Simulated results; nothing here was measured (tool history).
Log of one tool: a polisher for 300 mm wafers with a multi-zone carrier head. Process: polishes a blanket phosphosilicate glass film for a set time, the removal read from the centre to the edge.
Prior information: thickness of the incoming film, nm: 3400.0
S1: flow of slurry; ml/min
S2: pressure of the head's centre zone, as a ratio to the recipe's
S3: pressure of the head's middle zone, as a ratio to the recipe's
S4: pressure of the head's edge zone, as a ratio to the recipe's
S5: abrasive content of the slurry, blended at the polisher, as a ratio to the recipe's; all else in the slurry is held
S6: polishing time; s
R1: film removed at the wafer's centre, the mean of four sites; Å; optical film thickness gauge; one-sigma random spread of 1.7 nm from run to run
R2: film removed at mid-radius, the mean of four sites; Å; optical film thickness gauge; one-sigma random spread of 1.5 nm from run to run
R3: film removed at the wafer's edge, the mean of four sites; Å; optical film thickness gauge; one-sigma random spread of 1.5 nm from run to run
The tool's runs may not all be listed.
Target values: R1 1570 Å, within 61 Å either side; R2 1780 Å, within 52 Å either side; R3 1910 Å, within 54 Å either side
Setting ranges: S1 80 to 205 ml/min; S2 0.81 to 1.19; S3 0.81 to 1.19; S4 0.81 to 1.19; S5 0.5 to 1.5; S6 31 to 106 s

run	hour	S1	S2	S3	S4	S5	S6	R1	R2	R3
1	0	135	1	1	1	1	68	4263.4	4300.6	4370.2
2	2.9	120	0.95	0.97	0.97	0.85	58	3213.6	3323.7	3438.5
3	7.5	120	0.95	0.97	1.02	0.85	58	3195.2	3321.5	3473.1
4	11.3	120	0.95	0.97	1.02	0.85	43	2391.8	2479.7	2599
5	12	115	0.92	0.96	1.02	0.75	40	2033.2	2144.1	2281.1
6	13.2	110	0.89	0.95	1.01	0.7	40	1835.2	2062.6	2188.3
7	19.2	105	0.88	0.93	0.98	0.65	40	1788.6	1976.1	2113.6
8	23.2	100	0.87	0.92	0.96	0.6	40	1665.6	1888.7	1971.6
9	25.8	95	0.87	0.91	0.96	0.6	40	1654.2	1843.1	1962.6
10	33.5	90	0.87	0.91	0.96	0.6	40	1631.5	1822.3	1965.8

Exactly one of the 4 candidate moves below puts every result within its allowed miss. Which one?
A	41.2	110	0.88	0.97	1.06	0.6	36	?	?	?
B	41.2	110	0.88	0.94	0.93	0.5	42	?	?	?
C	41.2	80	0.81	0.85	0.95	0.5	45	?	?	?
D	41.2	110	0.85	1.07	1.03	0.8	33	?	?	?

move	R1	R2	R3
A	1570.1	1765.4	1880
B	1709.2	1886.8	1929.6
C	1554.1	1763.3	1981
D	1556.5	1915.6	1893.6
A: all results land within tolerance of their targets
B: corrects the largest miss of the last run, while another result sits out of spec
C: the biggest miss grows against the last run
D: corrects the largest miss of the last run, while another result sits out of spec
A meets every target.

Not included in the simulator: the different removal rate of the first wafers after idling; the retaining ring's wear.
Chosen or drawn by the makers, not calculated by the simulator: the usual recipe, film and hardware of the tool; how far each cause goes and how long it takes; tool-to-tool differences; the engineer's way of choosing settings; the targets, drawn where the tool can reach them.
